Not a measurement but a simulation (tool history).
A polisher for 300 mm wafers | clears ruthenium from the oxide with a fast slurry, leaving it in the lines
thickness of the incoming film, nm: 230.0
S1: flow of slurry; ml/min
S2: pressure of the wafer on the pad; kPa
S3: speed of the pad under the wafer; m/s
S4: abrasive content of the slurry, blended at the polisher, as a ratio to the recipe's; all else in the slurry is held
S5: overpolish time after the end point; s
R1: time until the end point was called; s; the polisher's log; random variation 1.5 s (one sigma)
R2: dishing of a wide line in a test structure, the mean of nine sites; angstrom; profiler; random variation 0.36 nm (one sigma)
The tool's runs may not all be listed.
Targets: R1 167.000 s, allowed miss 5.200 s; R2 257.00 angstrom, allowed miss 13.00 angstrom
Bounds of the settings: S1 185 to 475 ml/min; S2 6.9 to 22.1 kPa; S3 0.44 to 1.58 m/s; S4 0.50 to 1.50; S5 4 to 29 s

Run 1, hour 0.0: S1 305 ml/min, S2 14.5 kPa, S3 1.00 m/s, S4 1.00, S5 15 s. Result: R1 89.237 s, R2 301.54 angstrom.
Run 2, hour 5.1: S1 305 ml/min, S2 14.5 kPa, S3 1.10 m/s, S4 1.00, S5 15 s. Result: R1 81.686 s, R2 330.39 angstrom.
Run 3, hour 13.5: S1 305 ml/min, S2 14.5 kPa, S3 1.10 m/s, S4 0.90, S5 15 s. Result: R1 90.420 s, R2 305.28 angstrom.
Run 4, hour 14.5: S1 305 ml/min, S2 14.5 kPa, S3 0.94 m/s, S4 0.90, S5 15 s. Result: R1 102.950 s, R2 269.26 angstrom.
Run 5, hour 18.5: S1 305 ml/min, S2 13.1 kPa, S3 0.94 m/s, S4 0.90, S5 15 s. Result: R1 113.510 s, R2 248.67 angstrom.
Run 6, hour 25.7: S1 305 ml/min, S2 13.1 kPa, S3 0.72 m/s, S4 0.90, S5 15 s. Result: R1 140.530 s, R2 206.56 angstrom.
At hour 32.1: slurry blender recalibrated.
Run 7, hour 32.1: S1 305 ml/min, S2 12.4 kPa, S3 0.72 m/s, S4 0.90, S5 17 s. Result: R1 109.620 s, R2 287.71 angstrom.
Run 8, hour 34.4: S1 285 ml/min, S2 11.0 kPa, S3 0.64 m/s, S4 0.80, S5 18 s. Result: R1 150.810 s, R2 228.94 angstrom.

5 next moves are on the table. One of them brings every result within its allowed miss. Which?
Run A, hour 36.7: S1 190 ml/min, S2 9.7 kPa, S3 0.54 m/s, S4 0.90, S5 19 s. Result: R1 ?, R2 ?.
Run B, hour 36.7: S1 310 ml/min, S2 8.3 kPa, S3 0.88 m/s, S4 0.70, S5 23 s. Result: R1 ?, R2 ?.
Run C, hour 36.7: S1 220 ml/min, S2 11.7 kPa, S3 0.50 m/s, S4 0.85, S5 18 s. Result: R1 ?, R2 ?.
Run D, hour 36.7: S1 235 ml/min, S2 11.7 kPa, S3 0.68 m/s, S4 0.85, S5 16 s. Result: R1 ?, R2 ?.
Run E, hour 36.7: S1 310 ml/min, S2 11.0 kPa, S3 0.62 m/s, S4 0.90, S5 20 s. Result: R1 ?, R2 ?.

move       R1      R2
   A  181.200  202.32
   B  168.690  258.01
   C  166.310  208.40
   D  131.410  232.48
   E  137.320  274.02
A: takes the result that was furthest off past its target
B: meets every target
C: brings the result that was furthest off to its target, and leaves another outside
D: further off than the last run
E: further off than the last run
Answer: B
